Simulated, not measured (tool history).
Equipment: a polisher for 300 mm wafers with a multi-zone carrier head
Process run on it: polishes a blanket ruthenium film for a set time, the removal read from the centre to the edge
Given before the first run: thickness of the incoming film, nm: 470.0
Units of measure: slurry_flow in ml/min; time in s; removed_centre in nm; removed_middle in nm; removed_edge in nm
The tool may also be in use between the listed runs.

run  hour  slurry_flow  centre_zone  middle_zone  edge_zone  time  removed_centre  removed_middle  removed_edge
  1   0.0          125         1.00         1.00       1.00    33          37.988          40.734        38.457
  2   4.5          125         1.00         1.08       1.00    33          37.874          41.846        38.213
  3   8.6          125         1.00         1.08       1.08    33          37.800          42.779        39.302
  4  13.5          120         1.00         1.07       1.06    30          34.882          38.598        34.955
  5  18.3          115         0.99         1.04       1.06    28          31.728          34.025        32.514
  6  19.7          115         0.99         1.04       1.09    28          31.510          34.104        33.195
  7  26.1          110         0.98         1.04       1.07    26          28.672          31.312        30.370
  8  30.7          110         0.98         1.04       1.05    25          27.645          30.297        28.837
  9  31.8          105         0.98         1.03       1.03    24          26.088          28.229        26.955

For run 10, what comes out?
 10  40.2          100         0.98         1.02       1.01    24               ?               ?             ?

removed_centre: 24.903 nm
removed_middle: 27.926 nm
removed_edge: 27.035 nm
